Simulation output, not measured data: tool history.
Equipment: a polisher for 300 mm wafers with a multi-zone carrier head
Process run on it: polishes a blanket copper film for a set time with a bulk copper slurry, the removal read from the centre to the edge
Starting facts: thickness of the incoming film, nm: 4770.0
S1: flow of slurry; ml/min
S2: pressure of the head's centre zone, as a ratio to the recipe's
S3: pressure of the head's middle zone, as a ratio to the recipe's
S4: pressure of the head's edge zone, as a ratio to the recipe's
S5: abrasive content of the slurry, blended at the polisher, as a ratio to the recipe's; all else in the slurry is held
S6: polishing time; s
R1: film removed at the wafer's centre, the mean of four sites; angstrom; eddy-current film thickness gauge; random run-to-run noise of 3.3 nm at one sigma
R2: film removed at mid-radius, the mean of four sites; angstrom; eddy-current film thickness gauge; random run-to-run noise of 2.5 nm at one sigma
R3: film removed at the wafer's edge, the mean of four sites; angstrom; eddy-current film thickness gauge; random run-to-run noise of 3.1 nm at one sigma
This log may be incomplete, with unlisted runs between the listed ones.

Run 1, hour 0: S1 190 ml/min, S2 1, S3 1, S4 1, S5 1, S6 43 s. Result: R1 2974.4 angstrom, R2 3024.5 angstrom, R3 2980.5 angstrom.
Run 2, hour 7.1: S1 205 ml/min, S2 1.02, S3 1.02, S4 1.04, S5 1.05, S6 43 s. Result: R1 3081.6 angstrom, R2 3163 angstrom, R3 3072.7 angstrom.
Run 3, hour 15.6: S1 210 ml/min, S2 1.03, S3 1.03, S4 1.07, S5 1.15, S6 43 s. Result: R1 3223.9 angstrom, R2 3275.3 angstrom, R3 3206.7 angstrom.
Run 4, hour 18.9: S1 210 ml/min, S2 1.03, S3 1.03, S4 1.07, S5 1.15, S6 38 s. Result: R1 2879.9 angstrom, R2 2863.2 angstrom, R3 2857.1 angstrom.
Run 5, hour 22.8: S1 230 ml/min, S2 1.03, S3 1.03, S4 1.07, S5 1.15, S6 38 s. Result: R1 2936 angstrom, R2 2871.1 angstrom, R3 2866.5 angstrom.
Run 6, hour 30.2: S1 225 ml/min, S2 1.04, S3 1.04, S4 1.09, S5 1.25, S6 39 s. Result: R1 3051.7 angstrom, R2 3022.2 angstrom, R3 3003.8 angstrom.
Run 7, hour 32.3: S1 225 ml/min, S2 1.05, S3 1.05, S4 1.11, S5 1.3, S6 40 s. Result: R1 3202.8 angstrom, R2 3178.5 angstrom, R3 3142 angstrom.
Run 8, hour 38.8: S1 230 ml/min, S2 1.05, S3 1.06, S4 1.13, S5 1.35, S6 41 s. Result: R1 3402 angstrom, R2 3337.2 angstrom, R3 3288 angstrom.
Run 9, hour 41.9: S1 235 ml/min, S2 1.04, S3 1.07, S4 1.14, S5 1.4, S6 41 s. Result: R1 3358.9 angstrom, R2 3364.5 angstrom, R3 3358.1 angstrom.

Run 10 comes next. What will it give?
Run 10, hour 47.2: S1 235 ml/min, S2 1.04, S3 1.07, S4 1.14, S5 1.4, S6 41 s. Result: R1 ?, R2 ?, R3 ?.

Run 10 came out at R1 3311 angstrom, R2 3386.3 angstrom, R3 3384.3 angstrom.
